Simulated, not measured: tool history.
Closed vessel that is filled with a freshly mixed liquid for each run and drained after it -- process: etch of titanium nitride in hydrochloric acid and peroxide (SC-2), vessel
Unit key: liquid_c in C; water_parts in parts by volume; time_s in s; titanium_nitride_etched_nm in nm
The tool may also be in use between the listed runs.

{"run": 1, "hour": 0.0, "liquid_c": 49, "water_parts": 9.5, "time_s": 580, "titanium_nitride_etched_nm": 26.314}
{"run": 2, "hour": 4.4, "liquid_c": 49, "water_parts": 13, "time_s": 580, "titanium_nitride_etched_nm": 20.159}
{"run": 3, "hour": 12.2, "liquid_c": 49, "water_parts": 16, "time_s": 580, "titanium_nitride_etched_nm": 16.764}
{"run": 4, "hour": 16.0, "liquid_c": 52, "water_parts": 16, "time_s": 580, "titanium_nitride_etched_nm": 20.428}
{"run": 5, "hour": 24.8, "liquid_c": 47.5, "water_parts": 16, "time_s": 580, "titanium_nitride_etched_nm": 15.225}
{"run": 6, "hour": 33.0, "liquid_c": 52.5, "water_parts": 16, "time_s": 580, "titanium_nitride_etched_nm": 21.175}
{"run": 7, "hour": 34.2, "liquid_c": 52.5, "water_parts": 16, "time_s": 580, "titanium_nitride_etched_nm": 21.24}
{"run": 8, "hour": 39.1, "liquid_c": 54.5, "water_parts": 16, "time_s": 580, "titanium_nitride_etched_nm": 24.205}
{"run": 9, "hour": 42.9, "liquid_c": 56, "water_parts": 16, "time_s": 580, "titanium_nitride_etched_nm": 26.481}
{"run": 10, "hour": 44.4, "liquid_c": 57, "water_parts": 16, "time_s": 580, "titanium_nitride_etched_nm": 28.541}
{"run": 11, "hour": 46.4, "liquid_c": 57, "water_parts": 16, "time_s": 580, "titanium_nitride_etched_nm": 28.453}
{"run": 12, "hour": 50.1, "liquid_c": 57.5, "water_parts": 16, "time_s": 580, "titanium_nitride_etched_nm": 29.506}
{"run": 13, "hour": 53.5, "liquid_c": 57.5, "water_parts": 16, "time_s": 580, "titanium_nitride_etched_nm": 29.247}

Run 14 is up next; what results do you expect?
{"run": 14, "hour": 56.9, "liquid_c": 58, "water_parts": 16, "time_s": 580, "titanium_nitride_etched_nm": "?"}

Run 14 gave titanium_nitride_etched_nm 30.114 nm.
